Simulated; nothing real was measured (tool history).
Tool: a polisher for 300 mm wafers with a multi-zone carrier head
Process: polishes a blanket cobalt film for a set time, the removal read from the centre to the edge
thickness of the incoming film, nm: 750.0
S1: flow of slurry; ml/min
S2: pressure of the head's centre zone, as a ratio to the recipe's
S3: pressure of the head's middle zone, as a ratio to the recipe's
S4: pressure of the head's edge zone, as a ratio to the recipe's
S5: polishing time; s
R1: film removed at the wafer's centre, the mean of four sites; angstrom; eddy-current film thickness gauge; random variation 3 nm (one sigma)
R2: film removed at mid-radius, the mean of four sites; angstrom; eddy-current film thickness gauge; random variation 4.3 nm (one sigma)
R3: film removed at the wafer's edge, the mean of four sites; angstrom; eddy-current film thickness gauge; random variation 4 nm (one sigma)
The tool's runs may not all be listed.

| run | day | S1 | S2 | S3 | S4 | S5 | R1 | R2 | R3 |
|---|---|---|---|---|---|---|---|---|---|
| 1 | 0.000 | 250 | 1.00 | 1.00 | 1.00 | 55 | 2949.1 | 2882.2 | 2948.2 |
| 2 | 0.358 | 250 | 0.92 | 1.00 | 1.00 | 55 | 2677.9 | 2847.3 | 2988.1 |
| 3 | 0.417 | 250 | 0.92 | 1.00 | 1.05 | 55 | 2658.1 | 2876.8 | 3046.1 |
| 4 | 0.750 | 250 | 0.92 | 1.00 | 1.10 | 55 | 2696.2 | 2882.1 | 3076.9 |
| 5 | 0.838 | 260 | 0.94 | 0.99 | 1.11 | 57 | 2902.3 | 2992.3 | 3233.6 |
| 6 | 0.883 | 260 | 0.94 | 0.99 | 1.11 | 52 | 2622.0 | 2760.5 | 2891.1 |
| 7 | 1.088 | 255 | 0.96 | 0.98 | 1.11 | 55 | 2856.0 | 2874.3 | 3080.5 |
| 8 | 1.283 | 260 | 0.97 | 0.97 | 1.12 | 56 | 2964.7 | 2960.6 | 3122.4 |
| 9 | 1.400 | 255 | 0.97 | 0.95 | 1.13 | 58 | 2977.6 | 2911.6 | 3276.2 |
| 10 | 1.442 | 270 | 0.98 | 0.95 | 1.14 | 59 | 3116.6 | 2984.9 | 3310.2 |

Forecast run 11:
| 11 | 1.708 | 270 | 0.98 | 0.95 | 1.14 | 59 | ? | ? | ? |

Run 11 gave R1 3158.9 angstrom, R2 3014.7 angstrom, R3 3400.5 angstrom.
